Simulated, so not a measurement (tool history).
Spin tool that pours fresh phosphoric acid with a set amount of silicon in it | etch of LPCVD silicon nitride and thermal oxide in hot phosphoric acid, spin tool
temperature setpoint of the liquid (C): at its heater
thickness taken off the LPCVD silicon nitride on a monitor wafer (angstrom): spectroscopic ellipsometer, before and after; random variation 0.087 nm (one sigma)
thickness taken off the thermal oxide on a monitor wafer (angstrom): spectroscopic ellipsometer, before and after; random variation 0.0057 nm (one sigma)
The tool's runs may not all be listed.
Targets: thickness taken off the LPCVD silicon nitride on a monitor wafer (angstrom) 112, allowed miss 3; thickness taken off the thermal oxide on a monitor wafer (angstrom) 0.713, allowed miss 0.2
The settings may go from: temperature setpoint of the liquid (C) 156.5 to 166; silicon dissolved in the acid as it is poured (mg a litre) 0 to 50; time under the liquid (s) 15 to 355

run  hour  temperature setpoint of the liquid (C)  silicon dissolved in the acid as it is poured (mg a litre)  time under the liquid (s)  thickness taken off the LPCVD silicon nitride on a monitor wafer (angstrom)  thickness taken off the thermal oxide on a monitor wafer (angstrom)
  1     0                                     161                                                        22.5                        180                                                                       136.17                                                               2.2764
  2   2.2                                     161                                                        22.5                        235                                                                       179.14                                                               3.0054
  3   6.2                                     160                                                          30                        215                                                                       155.26                                                               2.2668
  4  15.2                                   159.5                                                          36                        200                                                                       143.25                                                               1.3338
  5  23.1                                   158.5                                                          36                        200                                                                       137.04                                                               1.2048
  6  31.9                                     158                                                          37                        190                                                                       128.71                                                               1.1647
  7  40.1                                     157                                                          50                        165                                                                       107.82                                                              0.54099
     43.2  -- heated supply line repaired
  8  43.2                                   157.5                                                        48.5                        165                                                                       120.86                                                              0.69046
  9  44.2                                     157                                                          47                        165                                                                        120.2                                                              0.53673
 10  52.6                                   157.5                                                        45.5                        160                                                                       118.31                                                              0.69904
 11  54.3                                   157.5                                                          44                        160                                                                       117.14                                                              0.68217

4 next moves are on the table. One of them brings every result within its allowed miss. Which?
  A    56                                     157                                                          37                        165                                                                            ?                                                                    ?
  B    56                                     159                                                          50                        160                                                                            ?                                                                    ?
  C    56                                     158                                                        42.5                        150                                                                            ?                                                                    ?
  D    56                                   157.5                                                        45.5                        165                                                                            ?                                                                    ?

move  thickness taken off the LPCVD silicon nitride on a monitor wafer (angstrom)  thickness taken off the thermal oxide on a monitor wafer (angstrom)
   A                                                                        119.9                                                                1.167
   B                                                                       124.42                                                              0.76296
   C                                                                       112.77                                                              0.79407
   D                                                                       121.96                                                               0.7034
A: further off than the last run
B: further off than the last run
C: meets every target
D: further off than the last run
Move C is the one to make.
